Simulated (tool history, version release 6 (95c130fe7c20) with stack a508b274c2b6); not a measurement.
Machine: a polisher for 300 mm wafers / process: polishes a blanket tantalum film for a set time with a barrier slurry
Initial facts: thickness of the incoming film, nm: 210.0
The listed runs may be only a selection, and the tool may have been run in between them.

run,hour,flow of slurry (ml/min),pressure of the wafer on the pad (kPa),speed of the pad under the wafer (m/s),abrasive content of the slurry,polishing time (s),film removed (nm)
1,0.0,230,13.8,1.26,1.00,51,92.347
2,6.0,230,13.8,1.00,1.00,51,77.430
3,13.7,230,13.8,1.00,1.15,51,80.178
4,21.6,230,13.8,1.00,1.35,51,83.403
5,29.6,230,15.9,1.02,1.35,51,97.043
6,37.4,230,17.2,1.04,1.35,51,107.720
7,46.1,230,18.6,1.04,1.35,51,112.900

What does the tool deliver on the next run?
8,50.0,230,19.3,1.06,1.35,51,?

{"run 8": {"film removed (nm)": 121.03}}

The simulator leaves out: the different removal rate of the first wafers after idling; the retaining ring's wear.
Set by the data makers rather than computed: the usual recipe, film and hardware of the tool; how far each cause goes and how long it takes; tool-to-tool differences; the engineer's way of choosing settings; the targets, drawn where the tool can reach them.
